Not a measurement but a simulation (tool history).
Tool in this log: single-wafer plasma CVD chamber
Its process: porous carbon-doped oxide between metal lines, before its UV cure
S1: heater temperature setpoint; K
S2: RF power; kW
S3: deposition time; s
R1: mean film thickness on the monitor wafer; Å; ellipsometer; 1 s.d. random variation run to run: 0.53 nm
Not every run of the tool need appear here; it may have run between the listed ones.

| run | hour | S1 | S2 | S3 | R1 |
|---|---|---|---|---|---|
| 1 | 0.0 | 578.15 | 0.535 | 40.6 | 2206.9 |
| 2 | 8.0 | 583.15 | 0.510 | 40.6 | 2088.6 |
| 3 | 12.3 | 590.15 | 0.510 | 40.6 | 2018.8 |
| 4 | 13.6 | 600.15 | 0.510 | 40.6 | 1936.4 |
| 5 | 21.0 | 593.15 | 0.510 | 40.6 | 1995.1 |
| 6 | 26.6 | 593.15 | 0.475 | 40.6 | 1897.2 |
| 7 | 30.9 | 594.15 | 0.470 | 40.6 | 1878.9 |

Estimate the outcome of run 8 from the log above:
| 8 | 33.1 | 595.15 | 0.465 | 40.6 | ? |

For run 8 the tool returned R1 1853.7 Å.

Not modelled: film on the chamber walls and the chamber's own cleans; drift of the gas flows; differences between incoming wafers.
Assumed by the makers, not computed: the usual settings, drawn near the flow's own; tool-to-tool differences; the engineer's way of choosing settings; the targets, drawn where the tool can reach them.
